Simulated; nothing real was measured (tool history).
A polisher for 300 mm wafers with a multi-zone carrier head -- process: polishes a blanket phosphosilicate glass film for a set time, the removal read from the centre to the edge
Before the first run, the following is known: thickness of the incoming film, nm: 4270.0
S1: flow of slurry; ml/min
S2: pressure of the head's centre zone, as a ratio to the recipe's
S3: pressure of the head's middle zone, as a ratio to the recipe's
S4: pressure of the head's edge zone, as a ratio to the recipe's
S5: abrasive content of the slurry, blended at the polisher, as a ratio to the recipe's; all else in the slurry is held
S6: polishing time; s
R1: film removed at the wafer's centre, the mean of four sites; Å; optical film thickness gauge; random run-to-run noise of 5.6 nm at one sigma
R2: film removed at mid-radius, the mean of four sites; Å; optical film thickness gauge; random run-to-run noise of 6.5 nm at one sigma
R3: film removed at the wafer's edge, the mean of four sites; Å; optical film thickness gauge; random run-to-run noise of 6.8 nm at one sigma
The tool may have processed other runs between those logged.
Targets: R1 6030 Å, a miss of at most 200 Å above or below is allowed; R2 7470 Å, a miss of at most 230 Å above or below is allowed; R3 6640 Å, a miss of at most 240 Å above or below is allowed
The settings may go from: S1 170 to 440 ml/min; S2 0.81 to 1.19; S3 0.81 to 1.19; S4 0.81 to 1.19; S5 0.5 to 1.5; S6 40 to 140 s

| run | day | S1 | S2 | S3 | S4 | S5 | S6 | R1 | R2 | R3 |
|---|---|---|---|---|---|---|---|---|---|---|
| 1 | 0 | 280 | 1 | 1 | 1 | 1 | 90 | 5922 | 5784.1 | 5745.9 |
| 2 | 0.246 | 235 | 1 | 1 | 1 | 1 | 90 | 5675.2 | 5549.4 | 5564.8 |
| 3 | 0.446 | 185 | 1 | 1 | 1 | 1 | 90 | 5427.1 | 5410.3 | 5453 |
| 4 | 0.483 | 185 | 1 | 1 | 0.97 | 1 | 90 | 5436.7 | 5428.6 | 5451.6 |
| 5 | 0.604 | 210 | 0.98 | 1.03 | 0.99 | 1.05 | 90 | 5665.4 | 5818.3 | 5679.8 |
| 6 | 0.746 | 210 | 0.98 | 1.03 | 1.02 | 1.05 | 90 | 5615.7 | 5852.4 | 5640.8 |
| 7 | 1.096 | 235 | 0.95 | 1.04 | 1.03 | 1.1 | 90 | 5619.6 | 6001.9 | 5972.5 |
| 8 | 1.254 | 260 | 0.94 | 1.07 | 1.04 | 1.1 | 90 | 5723.5 | 6279.7 | 5928 |
| 9 | 1.412 | 275 | 0.92 | 1.09 | 1.06 | 1.15 | 90 | 5800.3 | 6568.2 | 6279.7 |
| 10 | 1.712 | 290 | 0.91 | 1.11 | 1.07 | 1.15 | 90 | 5760.5 | 6715.9 | 6211.8 |
| 11 | 1.879 | 305 | 0.91 | 1.12 | 1.08 | 1.15 | 90 | 5716.7 | 6694 | 6370.2 |
| 12 | 1.983 | 315 | 0.91 | 1.14 | 1.08 | 1.15 | 90 | 5853.8 | 6948.1 | 6423.3 |
| 13 | 2.117 | 325 | 0.91 | 1.15 | 1.08 | 1.15 | 90 | 5763.7 | 6935.7 | 6323 |
| 14 | 2.258 | 330 | 0.91 | 1.16 | 1.08 | 1.15 | 90 | 5880.7 | 7111.6 | 6428.4 |
| 15 | 2.283 | 335 | 0.91 | 1.17 | 1.08 | 1.15 | 90 | 5897.2 | 7007 | 6322.8 |
| 16 | 2.408 | 340 | 0.9 | 1.17 | 1.08 | 1.15 | 90 | 5766.7 | 7068.5 | 6398.6 |

Which one of the following 5 next-run settings gets every result inside its allowed miss? There is exactly one.
| A | 2.533 | 310 | 0.85 | 1.19 | 1.08 | 1.15 | 95 | ? | ? | ? |
| B | 2.533 | 385 | 0.89 | 1.17 | 1.08 | 1.35 | 88 | ? | ? | ? |
| C | 2.533 | 305 | 0.81 | 1.13 | 0.99 | 1.2 | 97 | ? | ? | ? |
| D | 2.533 | 265 | 0.92 | 1.11 | 1.09 | 1 | 100 | ? | ? | ? |
| E | 2.533 | 350 | 0.85 | 1.19 | 1.05 | 1.35 | 80 | ? | ? | ? |

| move | R1 | R2 | R3 |
|---|---|---|---|
| A | 5732 | 7498.7 | 6759.4 |
| B | 6065.5 | 7460.8 | 6786.8 |
| C | 5663.2 | 7481 | 6754.3 |
| D | 6019.1 | 6905.7 | 6630.4 |
| E | 5218.5 | 6818.9 | 6052.1 |
A: the worst result of the last run now meets its target, but another is out of spec
B: all results in spec
C: the worst result of the last run now meets its target, but another is out of spec
D: lands further from the targets than the last run did
E: lands further from the targets than the last run did
B meets every target.

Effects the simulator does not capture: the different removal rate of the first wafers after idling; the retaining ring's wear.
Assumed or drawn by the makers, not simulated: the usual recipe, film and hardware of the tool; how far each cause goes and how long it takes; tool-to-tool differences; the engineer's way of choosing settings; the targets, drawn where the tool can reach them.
